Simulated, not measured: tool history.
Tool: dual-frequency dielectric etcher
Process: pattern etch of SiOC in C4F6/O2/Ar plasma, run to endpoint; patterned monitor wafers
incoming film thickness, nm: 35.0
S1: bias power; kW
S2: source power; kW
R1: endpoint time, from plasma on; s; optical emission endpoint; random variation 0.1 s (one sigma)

run	day	S1	S2	R1
1	0	0.576	0.36	11.418
2	0.079	0.576	0.3	12.566
3	0.183	0.539	0.29	13.337
4	0.362	0.511	0.29	13.619
5	0.596	0.511	0.32	13.308
6	0.796	0.511	0.26	14.633

Run 7 comes next. What will it give?
7	0.871	0.5	0.26	?

Run 7 gave R1 14.804 s.
